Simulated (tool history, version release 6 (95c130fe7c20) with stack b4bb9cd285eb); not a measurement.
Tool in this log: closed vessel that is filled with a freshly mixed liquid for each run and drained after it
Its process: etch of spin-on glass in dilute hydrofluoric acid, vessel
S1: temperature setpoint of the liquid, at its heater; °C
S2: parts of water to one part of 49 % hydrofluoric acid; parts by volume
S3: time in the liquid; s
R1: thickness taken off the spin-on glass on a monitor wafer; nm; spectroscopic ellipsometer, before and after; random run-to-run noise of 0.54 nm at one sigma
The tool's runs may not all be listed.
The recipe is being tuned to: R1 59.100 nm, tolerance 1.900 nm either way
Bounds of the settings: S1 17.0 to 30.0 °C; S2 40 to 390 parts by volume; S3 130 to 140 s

run    day    S1   S2   S3       R1
  1  0.000  22.0  215  130   17.342
  2  0.183  24.0  170  130   24.680
  3  0.492  24.0  140  130   30.723
  4  0.746  25.5  120  130   38.649
  5  1.100  26.5  110  130   44.889
  6  1.446  26.5   40  130  131.690
  7  1.700  26.5   55  130   95.113
  8  1.971  26.5   65  130   80.388
     2.179  -- hydrofluoric acid flow meter replaced
  9  2.179  27.0   70  130   68.684
 10  2.554  27.5   95  130   50.348
 11  2.658  27.5   75  130   65.193
 12  2.938  28.0   75  130   66.567
 13  3.225  28.0   75  130   66.153
 14  3.592  25.0   80  130   55.031

Below are 4 possible settings for the next run. Only one of them brings all results inside the allowed miss of their targets. Which is it?
  A  3.958  17.5  65  140   ?
  B  3.958  24.0  80  135   ?
  C  3.958  28.5  85  140   ?
  D  3.958  25.0  75  130   ?

move      R1
   A  54.074
   B  54.526
   C  63.109
   D  58.676
A: its largest miss is bigger than the last run's
B: its largest miss is bigger than the last run's
C: the result that was furthest off in the last run now lies on the other side of its target
D: every result within its allowed miss
The right move is D.

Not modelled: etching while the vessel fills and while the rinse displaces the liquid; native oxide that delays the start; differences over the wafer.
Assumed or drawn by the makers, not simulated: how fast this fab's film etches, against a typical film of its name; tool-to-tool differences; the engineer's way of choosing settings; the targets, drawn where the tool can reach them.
